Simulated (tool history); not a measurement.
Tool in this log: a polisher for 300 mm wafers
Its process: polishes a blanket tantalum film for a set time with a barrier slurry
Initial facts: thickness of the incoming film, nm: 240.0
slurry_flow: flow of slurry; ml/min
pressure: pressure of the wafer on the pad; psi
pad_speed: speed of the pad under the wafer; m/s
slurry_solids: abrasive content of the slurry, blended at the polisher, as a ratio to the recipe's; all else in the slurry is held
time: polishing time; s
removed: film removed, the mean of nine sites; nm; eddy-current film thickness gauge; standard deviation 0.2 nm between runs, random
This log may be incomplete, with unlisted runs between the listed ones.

run  hour  slurry_flow  pressure  pad_speed  slurry_solids  time  removed
  1   0.0          195       1.7       1.24            1.0    37   64.348
  2   6.3          195       1.7       1.24            1.0    33   57.365
  3  14.1          190       1.5       1.20            1.0    33   49.320
  4  17.1          230       1.5       1.20            1.0    33   50.080
  5  20.6          230       1.4       1.16            1.0    33   46.050
  6  28.2          230       1.3       1.12            1.0    33   41.066
  7  31.1          230       1.2       1.10            1.0    33   37.794
  8  34.3          225       1.1       1.08            1.0    33   34.467
  9  39.9          220       1.0       1.08            1.0    33   31.071
 10  40.9          210       1.0       1.08            1.0    33   31.322
 11  46.1          200       1.0       1.08            1.0    33   31.196

The next listed run, before its measurement:
 12  48.8          195       1.0       1.08            1.0    33        ?

removed: 30.947 nm
